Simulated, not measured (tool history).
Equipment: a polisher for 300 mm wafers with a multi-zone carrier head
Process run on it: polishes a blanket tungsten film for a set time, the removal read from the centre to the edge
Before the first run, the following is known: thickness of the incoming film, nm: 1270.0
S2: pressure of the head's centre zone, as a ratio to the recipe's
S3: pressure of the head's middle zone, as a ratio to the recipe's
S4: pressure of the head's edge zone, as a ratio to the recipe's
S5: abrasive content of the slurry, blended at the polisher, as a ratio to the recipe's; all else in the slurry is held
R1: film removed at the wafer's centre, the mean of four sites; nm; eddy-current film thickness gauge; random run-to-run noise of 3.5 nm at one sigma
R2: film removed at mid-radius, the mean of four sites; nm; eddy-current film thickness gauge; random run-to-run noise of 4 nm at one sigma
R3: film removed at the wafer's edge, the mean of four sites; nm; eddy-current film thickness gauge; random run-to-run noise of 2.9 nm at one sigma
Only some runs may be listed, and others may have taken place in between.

run 1 day=0 | flow_of_slurry_(ml/min)=195 S2=1 S3=1 S4=1 S5=1 polishing_time_(s)=62 | R1=364.37 R2=367.61 R3=376.84
run 2 day=0.067 | flow_of_slurry_(ml/min)=220 S2=1.06 S3=0.98 S4=1.01 S5=1 polishing_time_(s)=62 | R1=390.75 R2=360.4 R3=381.47
run 3 day=0.383 | flow_of_slurry_(ml/min)=220 S2=0.99 S3=0.98 S4=1.01 S5=1 polishing_time_(s)=62 | R1=364.78 R2=360.53 R3=385.35
run 4 day=0.608 | flow_of_slurry_(ml/min)=235 S2=1.06 S3=0.98 S4=1.02 S5=1.05 polishing_time_(s)=62 | R1=400.14 R2=367.77 R3=387.42
run 5 day=0.812 | flow_of_slurry_(ml/min)=235 S2=1.06 S3=0.98 S4=1.02 S5=1.25 polishing_time_(s)=62 | R1=412.78 R2=374.43 R3=406.42
run 6 day=0.896 | flow_of_slurry_(ml/min)=250 S2=1.1 S3=0.97 S4=1.01 S5=1.25 polishing_time_(s)=62 | R1=433.57 R2=375.55 R3=401.48
run 7 day=1.033 | flow_of_slurry_(ml/min)=260 S2=1.12 S3=0.96 S4=1.01 S5=1.25 polishing_time_(s)=62 | R1=434.05 R2=374.79 R3=398.59

Expected results for the next run?
run 8 day=1.125 | flow_of_slurry_(ml/min)=260 S2=1.14 S3=0.95 S4=1 S5=1.3 polishing_time_(s)=62 | R1=? R2=? R3=?

{"run 8": {"R1": 449.25, "R2": 378.4, "R3": 405.23}}
